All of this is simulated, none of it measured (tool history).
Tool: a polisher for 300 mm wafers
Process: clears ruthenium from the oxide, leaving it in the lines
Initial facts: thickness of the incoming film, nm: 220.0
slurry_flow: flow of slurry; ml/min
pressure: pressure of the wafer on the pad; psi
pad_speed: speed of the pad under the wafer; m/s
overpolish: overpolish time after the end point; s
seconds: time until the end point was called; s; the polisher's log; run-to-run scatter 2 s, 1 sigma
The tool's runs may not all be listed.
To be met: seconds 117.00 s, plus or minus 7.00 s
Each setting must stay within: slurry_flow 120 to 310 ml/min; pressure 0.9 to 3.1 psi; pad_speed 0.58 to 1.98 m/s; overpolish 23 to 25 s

run,hour,slurry_flow,pressure,pad_speed,overpolish,seconds
1,0.0,200,2.0,1.28,23,163.68
2,5.8,200,2.1,1.28,23,159.25
3,8.4,200,1.7,1.28,23,196.08
4,17.0,155,1.7,1.28,23,195.21
5,19.5,120,1.7,1.28,23,204.92
6,22.0,120,1.7,1.28,25,202.15
# hour 26.2: worn pad replaced by a new one
7,26.2,120,1.9,1.30,25,167.74
8,31.0,120,2.0,1.30,25,157.21
9,36.9,120,2.1,1.30,25,151.75

Of the 5 settings listed for the next run, only one would bring every result within its allowed miss of target. Which one?
A,42.8,150,1.8,1.20,25,?
B,42.8,120,1.8,1.36,25,?
C,42.8,120,1.7,1.20,23,?
D,42.8,120,1.8,1.22,23,?
E,42.8,130,2.4,1.52,24,?

move,seconds
A,182.53
B,172.14
C,199.32
D,186.39
E,118.28
A: the biggest miss grows against the last run
B: the biggest miss grows against the last run
C: the biggest miss grows against the last run
D: the biggest miss grows against the last run
E: in spec on every target
E meets every target.
